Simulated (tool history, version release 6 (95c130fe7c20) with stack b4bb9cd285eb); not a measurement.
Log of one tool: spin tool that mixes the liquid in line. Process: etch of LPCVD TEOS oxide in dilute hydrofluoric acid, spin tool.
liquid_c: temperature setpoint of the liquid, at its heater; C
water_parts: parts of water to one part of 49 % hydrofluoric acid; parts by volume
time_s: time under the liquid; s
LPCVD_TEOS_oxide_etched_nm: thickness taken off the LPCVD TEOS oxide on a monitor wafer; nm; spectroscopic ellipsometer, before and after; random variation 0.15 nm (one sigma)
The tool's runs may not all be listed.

run,day,liquid_c,water_parts,time_s,LPCVD_TEOS_oxide_etched_nm
1,0,22,180,185,30.503
2,0.312,22,230,185,22.277
3,0.354,21,235,185,21.371
4,0.692,22,235,185,22.25
5,0.792,22,235,185,21.745
# day 0.904: thermometer replaced
6,0.904,25,235,185,26.922

Run 7 comes next. What will it give?
7,1.017,23.5,235,185,?

LPCVD_TEOS_oxide_etched_nm: 25.336 nm
